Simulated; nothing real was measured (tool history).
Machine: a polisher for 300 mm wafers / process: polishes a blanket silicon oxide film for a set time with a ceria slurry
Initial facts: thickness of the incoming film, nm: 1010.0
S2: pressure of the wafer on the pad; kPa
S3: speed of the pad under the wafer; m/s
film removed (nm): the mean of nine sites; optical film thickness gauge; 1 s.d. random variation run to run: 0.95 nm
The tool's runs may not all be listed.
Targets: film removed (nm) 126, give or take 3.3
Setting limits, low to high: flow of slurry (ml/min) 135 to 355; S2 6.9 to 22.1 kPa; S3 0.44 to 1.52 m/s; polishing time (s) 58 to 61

run 1 hour=0 | flow_of_slurry_(ml/min)=225 S2=14.5 S3=0.98 polishing_time_(s)=58 | film_removed_(nm)=195.81
run 2 hour=5.8 | flow_of_slurry_(ml/min)=220 S2=12.4 S3=0.98 polishing_time_(s)=58 | film_removed_(nm)=178.16
run 3 hour=9.3 | flow_of_slurry_(ml/min)=220 S2=12.4 S3=0.98 polishing_time_(s)=58 | film_removed_(nm)=176.37
run 4 hour=17.3 | flow_of_slurry_(ml/min)=220 S2=11 S3=0.96 polishing_time_(s)=58 | film_removed_(nm)=157.38
run 5 hour=18.5 | flow_of_slurry_(ml/min)=270 S2=11 S3=0.96 polishing_time_(s)=58 | film_removed_(nm)=162.44
run 6 hour=21.3 | flow_of_slurry_(ml/min)=270 S2=11 S3=0.84 polishing_time_(s)=58 | film_removed_(nm)=143.39
run 7 hour=22.8 | flow_of_slurry_(ml/min)=265 S2=10.3 S3=0.84 polishing_time_(s)=58 | film_removed_(nm)=135.18
run 8 hour=30.7 | flow_of_slurry_(ml/min)=260 S2=10.3 S3=0.84 polishing_time_(s)=58 | film_removed_(nm)=135.64
run 9 hour=36.5 | flow_of_slurry_(ml/min)=255 S2=10.3 S3=0.84 polishing_time_(s)=58 | film_removed_(nm)=136.08
run 10 hour=42.3 | flow_of_slurry_(ml/min)=250 S2=9.7 S3=0.84 polishing_time_(s)=58 | film_removed_(nm)=131.52

Exactly one of the 4 candidate moves below puts every result within its allowed miss. Which one?
run A hour=48.1 | flow_of_slurry_(ml/min)=280 S2=12.4 S3=0.68 polishing_time_(s)=58 | film_removed_(nm)=?
run B hour=48.1 | flow_of_slurry_(ml/min)=260 S2=9 S3=0.78 polishing_time_(s)=59 | film_removed_(nm)=?
run C hour=48.1 | flow_of_slurry_(ml/min)=260 S2=13.8 S3=0.58 polishing_time_(s)=58 | film_removed_(nm)=?
run D hour=48.1 | flow_of_slurry_(ml/min)=255 S2=10.3 S3=0.82 polishing_time_(s)=58 | film_removed_(nm)=?

move=A film_removed_(nm)=129.19
move=B film_removed_(nm)=120.64
move=C film_removed_(nm)=118.62
move=D film_removed_(nm)=135.86
A: every result lands within tolerance
B: the result that was furthest off in the last run now lies on the other side of its target
C: the result that was furthest off in the last run now lies on the other side of its target
D: misses by more than the last run did
So the answer is move A, the one that meets all the targets.
